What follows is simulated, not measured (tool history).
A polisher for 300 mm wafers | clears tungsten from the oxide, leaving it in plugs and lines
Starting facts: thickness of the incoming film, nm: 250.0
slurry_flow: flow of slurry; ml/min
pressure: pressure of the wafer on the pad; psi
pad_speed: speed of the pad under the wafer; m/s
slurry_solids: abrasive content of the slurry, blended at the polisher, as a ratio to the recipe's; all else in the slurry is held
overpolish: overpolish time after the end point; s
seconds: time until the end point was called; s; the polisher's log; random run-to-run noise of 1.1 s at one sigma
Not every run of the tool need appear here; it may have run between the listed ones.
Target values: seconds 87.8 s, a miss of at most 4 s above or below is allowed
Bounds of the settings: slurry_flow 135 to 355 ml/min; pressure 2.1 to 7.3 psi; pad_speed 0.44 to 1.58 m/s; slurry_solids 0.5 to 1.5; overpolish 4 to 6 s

Run 1, hour 0: slurry_flow 225 ml/min, pressure 4.7 psi, pad_speed 1 m/s, slurry_solids 1, overpolish 6 s. Result: seconds 56.556 s.
Run 2, hour 2.7: slurry_flow 225 ml/min, pressure 4.3 psi, pad_speed 1 m/s, slurry_solids 1, overpolish 6 s. Result: seconds 62.982 s.
Run 3, hour 6.1: slurry_flow 225 ml/min, pressure 4.1 psi, pad_speed 1 m/s, slurry_solids 1, overpolish 6 s. Result: seconds 64.352 s.
Run 4, hour 7.9: slurry_flow 275 ml/min, pressure 4.1 psi, pad_speed 1 m/s, slurry_solids 1, overpolish 6 s. Result: seconds 63.434 s.
Run 5, hour 13: slurry_flow 275 ml/min, pressure 3.8 psi, pad_speed 1 m/s, slurry_solids 1, overpolish 6 s. Result: seconds 68.038 s.
Run 6, hour 18.7: slurry_flow 235 ml/min, pressure 3.8 psi, pad_speed 1 m/s, slurry_solids 1, overpolish 6 s. Result: seconds 69.122 s.
Run 7, hour 24.1: slurry_flow 235 ml/min, pressure 3.6 psi, pad_speed 1 m/s, slurry_solids 1, overpolish 6 s. Result: seconds 72.812 s.
Run 8, hour 26.6: slurry_flow 235 ml/min, pressure 3.5 psi, pad_speed 1 m/s, slurry_solids 1, overpolish 6 s. Result: seconds 73.889 s.
Run 9, hour 30.9: slurry_flow 235 ml/min, pressure 3.4 psi, pad_speed 1 m/s, slurry_solids 1, overpolish 6 s. Result: seconds 78.197 s.
Run 10, hour 33.8: slurry_flow 235 ml/min, pressure 3.3 psi, pad_speed 1 m/s, slurry_solids 1, overpolish 6 s. Result: seconds 80.936 s.

Consider the 4 candidate settings below. Which is the only one whose results all fall within their allowed miss of target?
Run A, hour 36.7: slurry_flow 145 ml/min, pressure 3.2 psi, pad_speed 0.98 m/s, slurry_solids 0.85, overpolish 6 s. Result: seconds ?.
Run B, hour 36.7: slurry_flow 165 ml/min, pressure 2.7 psi, pad_speed 1.02 m/s, slurry_solids 1.1, overpolish 6 s. Result: seconds ?.
Run C, hour 36.7: slurry_flow 190 ml/min, pressure 3.1 psi, pad_speed 1.06 m/s, slurry_solids 0.85, overpolish 6 s. Result: seconds ?.
Run D, hour 36.7: slurry_flow 220 ml/min, pressure 3.2 psi, pad_speed 1.08 m/s, slurry_solids 1.2, overpolish 4 s. Result: seconds ?.

move  seconds
   A   95.098
   B   96.372
   C   86.393
   D    72.11
A: the result that was furthest off in the last run now lies on the other side of its target
B: the result that was furthest off in the last run now lies on the other side of its target
C: in spec on every target
D: misses by more than the last run did
Move C is the one to make.

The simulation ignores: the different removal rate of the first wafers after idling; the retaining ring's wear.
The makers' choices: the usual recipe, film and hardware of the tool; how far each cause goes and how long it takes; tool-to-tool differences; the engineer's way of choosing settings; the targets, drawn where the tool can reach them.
